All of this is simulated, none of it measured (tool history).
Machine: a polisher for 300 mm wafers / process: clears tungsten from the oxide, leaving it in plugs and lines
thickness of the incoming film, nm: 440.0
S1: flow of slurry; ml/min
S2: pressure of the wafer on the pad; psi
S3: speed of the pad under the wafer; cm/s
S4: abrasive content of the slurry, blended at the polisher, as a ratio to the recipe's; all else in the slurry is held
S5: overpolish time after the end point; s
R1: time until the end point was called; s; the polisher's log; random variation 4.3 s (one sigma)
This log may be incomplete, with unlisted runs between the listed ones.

run	hour	S1	S2	S3	S4	S5	R1
1	0	125	3.3	122	1	18	78.019
2	6	125	3	112	1	18	89.158
3	10.2	125	3.3	112	1	18	85.558
4	10.8	125	3.9	112	1	18	72.616
5	19	125	4.2	112	1	18	65.697
6	24.6	125	4.2	112	1	18	64.943

What will run 7 give?
7	29.4	110	3.2	78	0.9	18	?

R1: 126.21 s
